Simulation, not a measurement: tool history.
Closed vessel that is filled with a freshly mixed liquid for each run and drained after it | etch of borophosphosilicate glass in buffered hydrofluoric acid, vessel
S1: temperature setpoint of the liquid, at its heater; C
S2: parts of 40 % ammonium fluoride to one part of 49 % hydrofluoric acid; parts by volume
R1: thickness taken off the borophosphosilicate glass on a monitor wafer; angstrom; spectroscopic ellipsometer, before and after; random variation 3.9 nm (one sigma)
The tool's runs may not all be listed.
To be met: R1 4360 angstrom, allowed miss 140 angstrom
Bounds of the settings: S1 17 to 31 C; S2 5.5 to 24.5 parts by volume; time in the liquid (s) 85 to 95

Run 1, day 0: S1 23 C, S2 15 parts by volume, time in the liquid (s) 85. Result: R1 1940.7 angstrom.
Run 2, day 0.121: S1 25.5 C, S2 15 parts by volume, time in the liquid (s) 85. Result: R1 2227.4 angstrom.
Run 3, day 0.458: S1 27 C, S2 13.5 parts by volume, time in the liquid (s) 85. Result: R1 2676.8 angstrom.
Run 4, day 0.525: S1 24.5 C, S2 13.5 parts by volume, time in the liquid (s) 85. Result: R1 2326.1 angstrom.
Run 5, day 0.688: S1 26.5 C, S2 12.5 parts by volume, time in the liquid (s) 85. Result: R1 2830.2 angstrom.
Run 6, day 1.038: S1 26.5 C, S2 12.5 parts by volume, time in the liquid (s) 95. Result: R1 3111 angstrom.
Run 7, day 1.142: S1 28 C, S2 12 parts by volume, time in the liquid (s) 95. Result: R1 3434.1 angstrom.
Run 8, day 1.304: S1 31 C, S2 10 parts by volume, time in the liquid (s) 95. Result: R1 4885.3 angstrom.
Run 9, day 1.379: S1 30.5 C, S2 10 parts by volume, time in the liquid (s) 95. Result: R1 4838.4 angstrom.
Run 10, day 1.45: S1 30 C, S2 10 parts by volume, time in the liquid (s) 95. Result: R1 4691.2 angstrom.
Run 11, day 1.538: S1 29.5 C, S2 10 parts by volume, time in the liquid (s) 95. Result: R1 4541.4 angstrom.

Which of these 5 next moves meets every target?
Run A, day 1.625: S1 27.5 C, S2 9.5 parts by volume, time in the liquid (s) 95. Result: R1 ?.
Run B, day 1.625: S1 27 C, S2 10 parts by volume, time in the liquid (s) 95. Result: R1 ?.
Run C, day 1.625: S1 29 C, S2 9.5 parts by volume, time in the liquid (s) 95. Result: R1 ?.
Run D, day 1.625: S1 29.5 C, S2 10 parts by volume, time in the liquid (s) 85. Result: R1 ?.
Run E, day 1.625: S1 30 C, S2 9.5 parts by volume, time in the liquid (s) 95. Result: R1 ?.

move      R1
   A  4324.9
   B  4005.7
   C  4679.4
   D  4087.2
   E  4929.8
A: meets every target
B: takes the result that was furthest off past its target
C: further off than the last run
D: takes the result that was furthest off past its target
E: further off than the last run
Move A is the one to make.

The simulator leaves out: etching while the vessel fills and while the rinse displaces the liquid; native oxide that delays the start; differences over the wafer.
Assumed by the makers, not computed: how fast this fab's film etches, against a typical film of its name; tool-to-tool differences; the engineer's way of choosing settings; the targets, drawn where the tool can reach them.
